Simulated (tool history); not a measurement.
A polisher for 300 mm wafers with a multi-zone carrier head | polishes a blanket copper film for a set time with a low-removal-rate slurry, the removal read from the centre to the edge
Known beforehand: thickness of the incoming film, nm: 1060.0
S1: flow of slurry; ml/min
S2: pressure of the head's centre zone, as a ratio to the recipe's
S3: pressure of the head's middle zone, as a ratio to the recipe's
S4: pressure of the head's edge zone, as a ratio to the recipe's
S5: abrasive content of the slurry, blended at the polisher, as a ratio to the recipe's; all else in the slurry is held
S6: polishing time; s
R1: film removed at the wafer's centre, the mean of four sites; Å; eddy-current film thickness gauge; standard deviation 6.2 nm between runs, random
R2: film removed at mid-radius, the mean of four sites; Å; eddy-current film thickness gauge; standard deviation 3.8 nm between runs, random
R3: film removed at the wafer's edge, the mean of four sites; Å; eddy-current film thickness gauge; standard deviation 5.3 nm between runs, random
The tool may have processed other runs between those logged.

| run | hour | S1 | S2 | S3 | S4 | S5 | S6 | R1 | R2 | R3 |
|---|---|---|---|---|---|---|---|---|---|---|
| 1 | 0 | 140 | 1 | 1 | 1 | 1 | 78 | 2521.1 | 2525.1 | 2558.9 |
| 2 | 6.5 | 120 | 1 | 1 | 1 | 1 | 78 | 2508.8 | 2505.4 | 2513.9 |
| 3 | 11.8 | 120 | 1 | 1 | 1.03 | 1 | 78 | 2505.3 | 2453.2 | 2644.2 |
| 4 | 20.5 | 120 | 1.07 | 1 | 1.03 | 1 | 78 | 2640.6 | 2459.8 | 2582.2 |
| 5 | 28.5 | 120 | 1.03 | 1 | 1.03 | 1 | 78 | 2542.6 | 2470.7 | 2565.8 |
| 6 | 36.9 | 120 | 1.03 | 1 | 0.97 | 1 | 78 | 2499 | 2490.6 | 2486.6 |
| 7 | 37.6 | 125 | 1.04 | 1.03 | 1.01 | 1.1 | 83 | 2811.1 | 2727.3 | 2804.9 |
| 8 | 44.4 | 135 | 1.05 | 1.07 | 1.01 | 1.2 | 88 | 3109.7 | 3137.9 | 2994.3 |
| 9 | 52.4 | 140 | 1.06 | 1.08 | 1.04 | 1.25 | 92 | 3290.4 | 3330.5 | 3276.8 |

Run 10 has not been measured yet. What should we expect?
| 10 | 53.8 | 145 | 1.08 | 1.1 | 1.06 | 1.3 | 94 | ? | ? | ? |

Run 10 measured R1 3573.3 Å, R2 3465.5 Å, R3 3456.2 Å.

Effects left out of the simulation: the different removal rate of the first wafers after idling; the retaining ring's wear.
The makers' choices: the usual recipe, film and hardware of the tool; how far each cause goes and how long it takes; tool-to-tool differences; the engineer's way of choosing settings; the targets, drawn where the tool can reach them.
